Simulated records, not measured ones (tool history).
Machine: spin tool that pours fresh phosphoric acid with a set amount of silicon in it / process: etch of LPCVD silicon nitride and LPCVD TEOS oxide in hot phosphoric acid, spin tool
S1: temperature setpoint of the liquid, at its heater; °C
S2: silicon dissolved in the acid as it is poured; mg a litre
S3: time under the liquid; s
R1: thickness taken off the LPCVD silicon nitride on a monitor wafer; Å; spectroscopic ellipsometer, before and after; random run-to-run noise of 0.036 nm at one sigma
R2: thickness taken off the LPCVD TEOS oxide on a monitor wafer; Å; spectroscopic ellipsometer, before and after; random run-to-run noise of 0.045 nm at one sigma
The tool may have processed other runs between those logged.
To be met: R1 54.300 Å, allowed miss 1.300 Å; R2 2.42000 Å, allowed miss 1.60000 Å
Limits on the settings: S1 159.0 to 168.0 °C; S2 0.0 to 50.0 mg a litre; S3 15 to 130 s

Run 1, hour 0.0: S1 164.0 °C, S2 28.5 mg a litre, S3 65 s. Result: R1 81.951 Å, R2 1.79080 Å.
Run 2, hour 5.0: S1 163.0 °C, S2 24.5 mg a litre, S3 60 s. Result: R1 72.758 Å, R2 1.62000 Å.
Run 3, hour 13.3: S1 163.0 °C, S2 38.0 mg a litre, S3 60 s. Result: R1 73.076 Å, R2 1.25440 Å.
Run 4, hour 15.8: S1 163.0 °C, S2 38.0 mg a litre, S3 35 s. Result: R1 42.222 Å, R2 0.67189 Å.
Run 5, hour 21.5: S1 163.0 °C, S2 44.0 mg a litre, S3 35 s. Result: R1 42.344 Å, R2 0.36939 Å.
Run 6, hour 23.1: S1 163.5 °C, S2 37.5 mg a litre, S3 35 s. Result: R1 43.214 Å, R2 0.65688 Å.
Run 7, hour 26.3: S1 164.0 °C, S2 33.5 mg a litre, S3 35 s. Result: R1 43.856 Å, R2 0.79724 Å.
Run 8, hour 29.3: S1 164.5 °C, S2 30.0 mg a litre, S3 35 s. Result: R1 44.438 Å, R2 1.01030 Å.
Run 9, hour 35.4: S1 165.0 °C, S2 27.5 mg a litre, S3 35 s. Result: R1 45.263 Å, R2 1.39090 Å.
Run 10, hour 42.1: S1 165.0 °C, S2 26.5 mg a litre, S3 35 s. Result: R1 45.396 Å, R2 1.48010 Å.
Run 11, hour 49.5: S1 165.0 °C, S2 26.0 mg a litre, S3 35 s. Result: R1 45.127 Å, R2 1.42960 Å.
Run 12, hour 55.1: S1 165.0 °C, S2 25.0 mg a litre, S3 35 s. Result: R1 45.317 Å, R2 1.53080 Å.
Run 13, hour 62.1: S1 165.0 °C, S2 24.5 mg a litre, S3 35 s. Result: R1 45.673 Å, R2 1.61500 Å.
Run 14, hour 66.3: S1 165.0 °C, S2 24.0 mg a litre, S3 35 s. Result: R1 45.090 Å, R2 1.68780 Å.
Run 15, hour 69.1: S1 167.5 °C, S2 21.5 mg a litre, S3 45 s. Result: R1 62.983 Å, R2 2.28530 Å.
Run 16, hour 77.7: S1 167.0 °C, S2 21.0 mg a litre, S3 45 s. Result: R1 62.695 Å, R2 2.77340 Å.
Run 17, hour 83.2: S1 166.5 °C, S2 20.5 mg a litre, S3 45 s. Result: R1 60.940 Å, R2 2.83410 Å.
Run 18, hour 85.4: S1 164.0 °C, S2 21.5 mg a litre, S3 45 s. Result: R1 56.096 Å, R2 2.78720 Å.
Run 19, hour 89.7: S1 164.0 °C, S2 22.0 mg a litre, S3 45 s. Result: R1 56.609 Å, R2 1.96560 Å.
Run 20, hour 91.7: S1 164.0 °C, S2 21.0 mg a litre, S3 45 s. Result: R1 56.301 Å, R2 2.69810 Å.
Run 21, hour 98.4: S1 164.0 °C, S2 21.5 mg a litre, S3 45 s. Result: R1 56.211 Å, R2 1.60500 Å.

Exercise: of the 4 proposed moves below, exactly one satisfies all targets within the stated allowed misses. Which move is it?
Run A, hour 105.1: S1 165.0 °C, S2 17.0 mg a litre, S3 40 s. Result: R1 ?, R2 ?.
Run B, hour 105.1: S1 164.5 °C, S2 9.5 mg a litre, S3 40 s. Result: R1 ?, R2 ?.
Run C, hour 105.1: S1 164.5 °C, S2 10.5 mg a litre, S3 40 s. Result: R1 ?, R2 ?.
Run D, hour 105.1: S1 163.0 °C, S2 14.5 mg a litre, S3 45 s. Result: R1 ?, R2 ?.

move      R1       R2
   A  51.645  1.83990
   B  50.803  2.12460
   C  50.803  2.07800
   D  54.392  1.90740
A: the result that was furthest off in the last run now lies on the other side of its target
B: the result that was furthest off in the last run now lies on the other side of its target
C: the result that was furthest off in the last run now lies on the other side of its target
D: meets every target
Go with D: it meets all targets.

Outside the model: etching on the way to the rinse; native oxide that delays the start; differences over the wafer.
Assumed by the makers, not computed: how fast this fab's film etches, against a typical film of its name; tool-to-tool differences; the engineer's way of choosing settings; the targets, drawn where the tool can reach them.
